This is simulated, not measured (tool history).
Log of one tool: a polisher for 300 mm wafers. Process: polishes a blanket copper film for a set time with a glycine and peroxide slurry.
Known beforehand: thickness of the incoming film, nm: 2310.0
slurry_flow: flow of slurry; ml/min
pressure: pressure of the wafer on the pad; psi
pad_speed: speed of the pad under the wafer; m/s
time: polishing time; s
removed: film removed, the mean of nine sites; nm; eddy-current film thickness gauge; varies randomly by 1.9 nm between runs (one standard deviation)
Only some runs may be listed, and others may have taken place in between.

run  hour  slurry_flow  pressure  pad_speed  time  removed
  1     0          290       2.2       0.82    60   197.49
  2   6.8          290         2       0.82    60   182.15
  3  10.6          360         2       0.82    60   184.67
  4  17.1          360       1.9       0.82    60    182.5
  5  20.3          360       1.8       0.82    60   173.46
  6  23.8          360       1.3       0.82    60   136.98
  7  29.9          360       1.4       0.82    60    147.5

Run 8 has not been measured yet. What should we expect?
  8  32.1          360       1.5       0.82    60        ?

Logged for run 8: removed 152.16 nm.

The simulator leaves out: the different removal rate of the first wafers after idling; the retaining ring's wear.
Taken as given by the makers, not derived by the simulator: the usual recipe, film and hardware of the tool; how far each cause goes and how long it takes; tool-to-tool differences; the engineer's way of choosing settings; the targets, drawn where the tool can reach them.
